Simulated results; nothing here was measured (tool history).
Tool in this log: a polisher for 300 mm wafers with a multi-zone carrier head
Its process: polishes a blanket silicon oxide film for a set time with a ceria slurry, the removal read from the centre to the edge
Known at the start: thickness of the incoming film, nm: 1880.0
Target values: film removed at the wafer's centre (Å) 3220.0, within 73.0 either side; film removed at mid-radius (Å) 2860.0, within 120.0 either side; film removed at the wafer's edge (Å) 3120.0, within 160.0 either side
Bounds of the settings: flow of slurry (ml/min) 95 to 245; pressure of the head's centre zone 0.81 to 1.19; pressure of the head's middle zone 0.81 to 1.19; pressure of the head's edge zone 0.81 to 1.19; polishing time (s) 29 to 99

run	hour	flow of slurry (ml/min)	pressure of the head's centre zone	pressure of the head's middle zone	pressure of the head's edge zone	polishing time (s)	film removed at the wafer's centre (Å)	film removed at mid-radius (Å)	film removed at the wafer's edge (Å)
1	0.0	155	1.00	1.00	1.00	64	2601.9	2558.1	2571.9
2	3.9	155	0.95	1.00	1.00	64	2472.8	2584.7	2563.3
3	5.6	155	0.95	1.00	1.00	58	2253.7	2306.4	2360.2
4	13.9	155	0.90	1.00	1.00	58	2118.6	2271.7	2351.5
5	15.5	155	0.94	1.00	1.00	58	2225.9	2329.1	2320.7
6	18.2	155	0.90	1.00	1.00	58	2116.6	2302.1	2389.7
7	20.3	165	0.93	0.99	1.03	61	2324.7	2449.2	2558.2
8	28.3	180	0.97	0.99	1.06	62	2502.5	2508.0	2642.6
9	37.1	180	0.97	0.99	1.06	62	2511.4	2480.1	2695.2
10	37.9	190	1.00	1.01	1.08	63	2638.8	2640.1	2682.6
11	41.3	190	1.00	1.01	1.08	63	2617.6	2593.0	2668.4
12	43.3	195	1.02	1.00	1.09	64	2769.3	2602.7	2819.8
13	44.7	195	1.02	1.00	1.09	64	2734.9	2633.1	2811.9
14	50.1	200	1.04	1.00	1.10	65	2867.6	2710.1	2826.5

Consider the 5 candidate settings below. Which is the only one whose results all fall within their allowed miss of target?
A	55.5	195	1.18	1.05	1.09	62	?	?	?
B	55.5	185	1.06	1.09	1.09	57	?	?	?
C	55.5	205	1.19	0.89	1.05	64	?	?	?
D	55.5	185	0.96	0.97	1.15	72	?	?	?
E	55.5	210	1.04	0.94	1.02	72	?	?	?

move	film removed at the wafer's centre (Å)	film removed at mid-radius (Å)	film removed at the wafer's edge (Å)
A	3151.3	2680.9	2744.4
B	2579.1	2526.6	2507.5
C	3302.6	2425.6	2800.8
D	2945.7	2892.3	3260.4
E	3257.1	2867.5	3111.9
A: corrects the largest miss of the last run, while another result sits out of spec
B: lands further from the targets than the last run did
C: carries the result that was furthest off beyond its target, to the other side
D: nearer the targets than the last run, but a result is still out of spec
E: in spec on every target
The right move is E.

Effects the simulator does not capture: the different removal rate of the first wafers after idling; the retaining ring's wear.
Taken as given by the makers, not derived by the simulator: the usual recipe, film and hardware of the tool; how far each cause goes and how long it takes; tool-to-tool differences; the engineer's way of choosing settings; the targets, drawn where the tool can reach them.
